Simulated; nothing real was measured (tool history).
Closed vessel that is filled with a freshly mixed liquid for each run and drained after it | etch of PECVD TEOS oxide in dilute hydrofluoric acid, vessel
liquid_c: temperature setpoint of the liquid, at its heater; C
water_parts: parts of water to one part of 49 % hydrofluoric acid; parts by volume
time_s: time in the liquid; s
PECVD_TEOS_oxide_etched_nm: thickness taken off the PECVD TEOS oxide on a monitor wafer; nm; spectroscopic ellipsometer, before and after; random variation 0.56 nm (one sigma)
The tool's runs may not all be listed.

Run 1, hour 0.0: liquid_c 25.0 C, water_parts 50 parts by volume, time_s 100 s. Result: PECVD_TEOS_oxide_etched_nm 37.768 nm.
Run 2, hour 3.1: liquid_c 26.5 C, water_parts 45 parts by volume, time_s 100 s. Result: PECVD_TEOS_oxide_etched_nm 44.527 nm.
Run 3, hour 11.5: liquid_c 26.5 C, water_parts 45 parts by volume, time_s 100 s. Result: PECVD_TEOS_oxide_etched_nm 44.439 nm.
Run 4, hour 13.5: liquid_c 26.5 C, water_parts 45 parts by volume, time_s 105 s. Result: PECVD_TEOS_oxide_etched_nm 47.276 nm.
Run 5, hour 14.7: liquid_c 27.5 C, water_parts 40 parts by volume, time_s 105 s. Result: PECVD_TEOS_oxide_etched_nm 55.710 nm.
Run 6, hour 18.7: liquid_c 27.5 C, water_parts 40 parts by volume, time_s 100 s. Result: PECVD_TEOS_oxide_etched_nm 53.479 nm.
Run 7, hour 19.6: liquid_c 28.5 C, water_parts 40 parts by volume, time_s 100 s. Result: PECVD_TEOS_oxide_etched_nm 55.321 nm.
Run 8, hour 27.7: liquid_c 29.5 C, water_parts 40 parts by volume, time_s 100 s. Result: PECVD_TEOS_oxide_etched_nm 57.743 nm.
Run 9, hour 33.6: liquid_c 30.0 C, water_parts 40 parts by volume, time_s 100 s. Result: PECVD_TEOS_oxide_etched_nm 59.274 nm.
Run 10, hour 35.2: liquid_c 30.5 C, water_parts 40 parts by volume, time_s 100 s. Result: PECVD_TEOS_oxide_etched_nm 59.485 nm.

The next listed run, before its measurement:
Run 11, hour 40.7: liquid_c 31.0 C, water_parts 40 parts by volume, time_s 100 s. Result: PECVD_TEOS_oxide_etched_nm ?.

{"run 11": {"PECVD_TEOS_oxide_etched_nm": 61.034}}
